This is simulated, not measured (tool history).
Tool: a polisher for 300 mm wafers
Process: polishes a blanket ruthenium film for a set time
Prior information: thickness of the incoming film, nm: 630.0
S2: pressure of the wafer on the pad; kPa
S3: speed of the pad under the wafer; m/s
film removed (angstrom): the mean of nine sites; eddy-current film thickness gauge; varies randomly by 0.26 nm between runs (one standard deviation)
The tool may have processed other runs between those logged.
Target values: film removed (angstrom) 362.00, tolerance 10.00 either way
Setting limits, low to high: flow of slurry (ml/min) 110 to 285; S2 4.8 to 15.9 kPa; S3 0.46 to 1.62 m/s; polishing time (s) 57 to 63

Run 1, hour 0.0: flow of slurry (ml/min) 180, S2 10.3 kPa, S3 1.04 m/s, polishing time (s) 63. Result: film removed (angstrom) 582.55.
Run 2, hour 4.7: flow of slurry (ml/min) 175, S2 9.0 kPa, S3 1.04 m/s, polishing time (s) 63. Result: film removed (angstrom) 518.82.
Run 3, hour 10.2: flow of slurry (ml/min) 175, S2 9.0 kPa, S3 0.80 m/s, polishing time (s) 63. Result: film removed (angstrom) 411.92.
Run 4, hour 11.0: flow of slurry (ml/min) 170, S2 8.3 kPa, S3 0.80 m/s, polishing time (s) 63. Result: film removed (angstrom) 382.85.
Run 5, hour 12.6: flow of slurry (ml/min) 170, S2 8.3 kPa, S3 0.66 m/s, polishing time (s) 63. Result: film removed (angstrom) 323.51.
Run 6, hour 18.4: flow of slurry (ml/min) 180, S2 8.3 kPa, S3 0.66 m/s, polishing time (s) 63. Result: film removed (angstrom) 324.55.
Run 7, hour 25.4: flow of slurry (ml/min) 180, S2 9.0 kPa, S3 0.66 m/s, polishing time (s) 63. Result: film removed (angstrom) 348.14.
At hour 31.7: worn pad replaced by a new one.
Run 8, hour 31.7: flow of slurry (ml/min) 180, S2 9.7 kPa, S3 0.66 m/s, polishing time (s) 63. Result: film removed (angstrom) 385.18.

4 candidate next runs follow, results not yet known. Just one meets every target within its allowed miss. Identify it.
Run A, hour 38.0: flow of slurry (ml/min) 195, S2 9.0 kPa, S3 0.70 m/s, polishing time (s) 63. Result: film removed (angstrom) ?.
Run B, hour 38.0: flow of slurry (ml/min) 175, S2 9.7 kPa, S3 0.68 m/s, polishing time (s) 62. Result: film removed (angstrom) ?.
Run C, hour 38.0: flow of slurry (ml/min) 195, S2 12.4 kPa, S3 0.50 m/s, polishing time (s) 60. Result: film removed (angstrom) ?.
Run D, hour 38.0: flow of slurry (ml/min) 165, S2 11.0 kPa, S3 0.60 m/s, polishing time (s) 63. Result: film removed (angstrom) ?.

move  film removed (angstrom)
   A                   390.48
   B                   390.47
   C                   358.46
   D                   391.18
A: moves away from the targets compared with the last run
B: moves away from the targets compared with the last run
C: every result lands within tolerance
D: moves away from the targets compared with the last run
Go with C: it meets all targets.

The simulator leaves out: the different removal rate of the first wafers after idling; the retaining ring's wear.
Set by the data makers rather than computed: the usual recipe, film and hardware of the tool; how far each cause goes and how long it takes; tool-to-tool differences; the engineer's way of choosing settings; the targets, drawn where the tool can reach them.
